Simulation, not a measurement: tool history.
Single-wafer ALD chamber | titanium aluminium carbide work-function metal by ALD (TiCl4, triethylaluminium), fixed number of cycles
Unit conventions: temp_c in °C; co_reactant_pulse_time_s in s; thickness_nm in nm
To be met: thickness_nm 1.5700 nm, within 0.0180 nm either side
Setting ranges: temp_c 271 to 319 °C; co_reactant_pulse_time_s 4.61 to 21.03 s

{"run": 1, "hour": 0.0, "temp_c": 295, "co_reactant_pulse_time_s": 12.82, "thickness_nm": 2.0141}
{"run": 2, "hour": 3.4, "temp_c": 295, "co_reactant_pulse_time_s": 15.66, "thickness_nm": 2.02}
{"run": 3, "hour": 6.0, "temp_c": 301, "co_reactant_pulse_time_s": 15.66, "thickness_nm": 2.0936}
{"run": 4, "hour": 14.0, "temp_c": 310, "co_reactant_pulse_time_s": 15.66, "thickness_nm": 2.1861}
{"run": 5, "hour": 16.9, "temp_c": 297, "co_reactant_pulse_time_s": 11.92, "thickness_nm": 2.0163}
{"run": 6, "hour": 18.9, "temp_c": 288, "co_reactant_pulse_time_s": 9.45, "thickness_nm": 1.8495}
{"run": 7, "hour": 20.4, "temp_c": 288, "co_reactant_pulse_time_s": 9.45, "thickness_nm": 1.8522}
{"run": 8, "hour": 23.7, "temp_c": 282, "co_reactant_pulse_time_s": 7.81, "thickness_nm": 1.674}

4 next moves are on the table. One of them brings every result within its allowed miss. Which?
{"run": "A", "hour": 27.0, "temp_c": 287, "co_reactant_pulse_time_s": 6.74, "thickness_nm": "?"}
{"run": "B", "hour": 27.0, "temp_c": 286, "co_reactant_pulse_time_s": 9.64, "thickness_nm": "?"}
{"run": "C", "hour": 27.0, "temp_c": 271, "co_reactant_pulse_time_s": 7.25, "thickness_nm": "?"}
{"run": "D", "hour": 27.0, "temp_c": 292, "co_reactant_pulse_time_s": 6.94, "thickness_nm": "?"}

move=A thickness_nm=1.5670
move=B thickness_nm=1.8478
move=C thickness_nm=1.5135
move=D thickness_nm=1.6436
A: meets every target
B: the biggest miss grows against the last run
C: takes the result that was furthest off past its target
D: an improvement on the last run, though not all results are within tolerance
A meets every target.
